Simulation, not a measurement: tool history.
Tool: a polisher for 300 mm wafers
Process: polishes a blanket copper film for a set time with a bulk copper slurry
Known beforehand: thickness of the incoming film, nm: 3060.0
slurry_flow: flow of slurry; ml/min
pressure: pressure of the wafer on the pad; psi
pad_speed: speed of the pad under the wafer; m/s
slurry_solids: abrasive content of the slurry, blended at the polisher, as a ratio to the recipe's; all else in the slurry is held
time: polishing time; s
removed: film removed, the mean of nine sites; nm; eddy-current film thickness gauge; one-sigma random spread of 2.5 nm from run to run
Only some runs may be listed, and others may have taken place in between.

run	hour	slurry_flow	pressure	pad_speed	slurry_solids	time	removed
1	0.0	310	3.5	1.36	1.0	22	367.94
2	5.3	345	3.5	1.36	1.0	22	375.91
3	11.2	315	3.5	1.36	1.0	22	370.61
4	16.5	315	3.3	1.36	1.0	22	360.44
5	17.3	315	3.3	1.36	1.1	22	366.88
6	22.7	315	3.1	1.36	1.1	22	350.71
7	28.3	315	2.9	1.36	1.1	22	337.84
8	37.1	315	2.7	1.36	1.1	22	324.37
9	42.4	315	2.5	1.36	1.1	22	309.37
10	44.8	315	2.4	1.36	1.1	22	302.60

Forecast run 11:
11	49.5	315	2.4	1.36	1.1	22	?

removed: 299.71 nm
